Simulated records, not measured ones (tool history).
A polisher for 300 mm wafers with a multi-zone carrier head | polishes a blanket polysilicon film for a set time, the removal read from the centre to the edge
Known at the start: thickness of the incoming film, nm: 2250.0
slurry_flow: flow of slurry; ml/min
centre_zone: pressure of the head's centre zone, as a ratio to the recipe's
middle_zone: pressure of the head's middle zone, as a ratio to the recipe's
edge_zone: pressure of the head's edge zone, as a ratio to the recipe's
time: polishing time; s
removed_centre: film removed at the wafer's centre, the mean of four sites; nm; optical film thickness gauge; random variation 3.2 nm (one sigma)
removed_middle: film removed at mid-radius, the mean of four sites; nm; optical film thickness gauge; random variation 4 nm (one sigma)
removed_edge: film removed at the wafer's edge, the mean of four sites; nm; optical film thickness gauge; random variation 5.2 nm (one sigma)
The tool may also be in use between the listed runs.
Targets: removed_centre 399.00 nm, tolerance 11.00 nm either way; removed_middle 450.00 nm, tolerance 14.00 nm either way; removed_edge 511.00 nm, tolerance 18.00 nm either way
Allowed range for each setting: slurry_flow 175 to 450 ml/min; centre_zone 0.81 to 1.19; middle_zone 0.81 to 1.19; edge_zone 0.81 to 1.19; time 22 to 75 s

{"run": 1, "hour": 0.0, "slurry_flow": 290, "centre_zone": 1.0, "middle_zone": 1.0, "edge_zone": 1.0, "time": 48, "removed_centre": 367.58, "removed_middle": 370.26, "removed_edge": 392.58}
{"run": 2, "hour": 1.3, "slurry_flow": 295, "centre_zone": 0.98, "middle_zone": 1.01, "edge_zone": 1.05, "time": 50, "removed_centre": 378.85, "removed_middle": 396.15, "removed_edge": 416.22}
{"run": 3, "hour": 7.8, "slurry_flow": 295, "centre_zone": 0.91, "middle_zone": 1.01, "edge_zone": 1.05, "time": 50, "removed_centre": 351.5, "removed_middle": 395.96, "removed_edge": 413.32}
{"run": 4, "hour": 11.2, "slurry_flow": 295, "centre_zone": 0.91, "middle_zone": 1.01, "edge_zone": 1.05, "time": 55, "removed_centre": 386.47, "removed_middle": 428.24, "removed_edge": 458.18}
{"run": 5, "hour": 16.0, "slurry_flow": 250, "centre_zone": 0.91, "middle_zone": 1.01, "edge_zone": 1.05, "time": 55, "removed_centre": 377.84, "removed_middle": 424.59, "removed_edge": 451.85}
{"run": 6, "hour": 22.6, "slurry_flow": 250, "centre_zone": 0.91, "middle_zone": 1.01, "edge_zone": 1.09, "time": 55, "removed_centre": 373.85, "removed_middle": 424.16, "removed_edge": 457.28}
{"run": 7, "hour": 31.0, "slurry_flow": 265, "centre_zone": 0.91, "middle_zone": 1.0, "edge_zone": 1.12, "time": 56, "removed_centre": 389.49, "removed_middle": 422.3, "removed_edge": 477.02}
{"run": 8, "hour": 32.5, "slurry_flow": 270, "centre_zone": 0.9, "middle_zone": 1.01, "edge_zone": 1.14, "time": 56, "removed_centre": 382.8, "removed_middle": 437.58, "removed_edge": 480.65}
{"run": 9, "hour": 36.8, "slurry_flow": 280, "centre_zone": 0.9, "middle_zone": 1.01, "edge_zone": 1.15, "time": 56, "removed_centre": 385.56, "removed_middle": 434.56, "removed_edge": 487.72}
{"run": 10, "hour": 43.9, "slurry_flow": 290, "centre_zone": 0.9, "middle_zone": 1.01, "edge_zone": 1.16, "time": 56, "removed_centre": 381.17, "removed_middle": 437.41, "removed_edge": 481.76}

Pick the move, out of 4, that brings all results within their allowed miss; only one does.
{"run": "A", "hour": 51.0, "slurry_flow": 275, "centre_zone": 0.88, "middle_zone": 0.98, "edge_zone": 1.14, "time": 59, "removed_centre": "?", "removed_middle": "?", "removed_edge": "?"}
{"run": "B", "hour": 51.0, "slurry_flow": 255, "centre_zone": 0.94, "middle_zone": 1.0, "edge_zone": 1.15, "time": 59, "removed_centre": "?", "removed_middle": "?", "removed_edge": "?"}
{"run": "C", "hour": 51.0, "slurry_flow": 310, "centre_zone": 1.0, "middle_zone": 0.99, "edge_zone": 1.16, "time": 55, "removed_centre": "?", "removed_middle": "?", "removed_edge": "?"}
{"run": "D", "hour": 51.0, "slurry_flow": 285, "centre_zone": 0.88, "middle_zone": 0.81, "edge_zone": 1.19, "time": 64, "removed_centre": "?", "removed_middle": "?", "removed_edge": "?"}

move=A removed_centre=396.62 removed_middle=451.12 removed_edge=503.78
move=B removed_centre=420.13 removed_middle=454.98 removed_edge=502.79
move=C removed_centre=426.17 removed_middle=428.91 removed_edge=478.09
move=D removed_centre=431.48 removed_middle=419.42 removed_edge=561.64
A: every result within its allowed miss
B: corrects the largest miss of the last run, while another result sits out of spec
C: lands further from the targets than the last run did
D: takes the biggest miss from the last run beyond its target
Go with A: it meets all targets.

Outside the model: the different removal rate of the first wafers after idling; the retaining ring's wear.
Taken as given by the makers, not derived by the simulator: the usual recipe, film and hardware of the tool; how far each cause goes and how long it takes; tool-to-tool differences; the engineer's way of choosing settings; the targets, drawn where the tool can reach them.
